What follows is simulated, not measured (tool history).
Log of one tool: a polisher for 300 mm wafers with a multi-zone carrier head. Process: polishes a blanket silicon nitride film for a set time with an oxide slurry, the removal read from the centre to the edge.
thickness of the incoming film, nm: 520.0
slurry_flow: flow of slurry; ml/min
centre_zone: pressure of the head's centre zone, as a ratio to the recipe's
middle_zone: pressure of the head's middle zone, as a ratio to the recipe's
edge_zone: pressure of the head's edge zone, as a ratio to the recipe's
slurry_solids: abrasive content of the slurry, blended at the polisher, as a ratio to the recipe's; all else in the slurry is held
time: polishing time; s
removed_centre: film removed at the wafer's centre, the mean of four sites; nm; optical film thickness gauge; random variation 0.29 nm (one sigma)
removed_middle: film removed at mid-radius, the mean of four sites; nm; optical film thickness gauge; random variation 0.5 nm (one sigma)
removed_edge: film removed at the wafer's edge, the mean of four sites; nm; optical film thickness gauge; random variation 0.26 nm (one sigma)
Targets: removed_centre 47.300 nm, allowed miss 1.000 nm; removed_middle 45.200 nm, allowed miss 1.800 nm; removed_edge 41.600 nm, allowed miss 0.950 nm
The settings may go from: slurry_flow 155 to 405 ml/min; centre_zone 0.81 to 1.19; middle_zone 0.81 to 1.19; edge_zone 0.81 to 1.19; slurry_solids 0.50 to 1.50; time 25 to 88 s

run	hour	slurry_flow	centre_zone	middle_zone	edge_zone	slurry_solids	time	removed_centre	removed_middle	removed_edge
1	0.0	260	1.00	1.00	1.00	1.00	56	27.073	27.267	28.115
2	7.9	285	1.06	1.05	1.03	1.15	57	31.448	31.885	31.173
3	12.6	285	1.13	1.05	1.03	1.15	57	33.298	32.246	31.064
4	18.3	305	1.15	1.06	1.03	1.25	59	37.274	34.537	33.437
5	21.0	305	1.15	1.06	0.98	1.25	59	37.365	34.326	32.594
6	23.7	320	1.16	1.08	1.01	1.35	60	39.201	36.682	35.152
7	31.1	320	1.16	1.08	1.01	1.35	60	39.607	37.574	35.399
8	33.0	330	1.17	1.09	1.01	1.40	61	40.915	38.148	36.226
9	34.0	330	1.18	1.10	1.01	1.45	63	43.208	40.574	38.317
10	34.8	340	1.18	1.11	1.01	1.45	64	44.018	42.114	39.162
11	37.2	345	1.18	1.11	1.01	1.45	65	44.978	42.908	39.825
12	45.5	350	1.18	1.11	1.01	1.45	65	44.955	43.252	39.707
13	46.9	355	1.18	1.11	1.01	1.45	65	45.329	42.439	39.695

5 next moves are on the table. One of them brings every result within its allowed miss. Which?
A	48.3	365	1.09	1.19	0.87	1.50	70	?	?	?
B	48.3	315	1.17	1.10	0.98	1.50	69	?	?	?
C	48.3	300	1.13	1.15	1.04	1.35	70	?	?	?
D	48.3	370	1.14	1.05	1.07	1.50	65	?	?	?
E	48.3	385	1.12	1.14	1.04	1.50	66	?	?	?

move	removed_centre	removed_middle	removed_edge
A	45.885	49.892	40.297
B	47.836	45.598	41.598
C	44.710	45.715	41.476
D	44.591	42.037	41.387
E	44.659	45.653	41.492
A: further off than the last run
B: meets every target
C: brings the result that was furthest off to its target, and leaves another outside
D: brings the result that was furthest off to its target, and leaves another outside
E: brings the result that was furthest off to its target, and leaves another outside
The right move is B.

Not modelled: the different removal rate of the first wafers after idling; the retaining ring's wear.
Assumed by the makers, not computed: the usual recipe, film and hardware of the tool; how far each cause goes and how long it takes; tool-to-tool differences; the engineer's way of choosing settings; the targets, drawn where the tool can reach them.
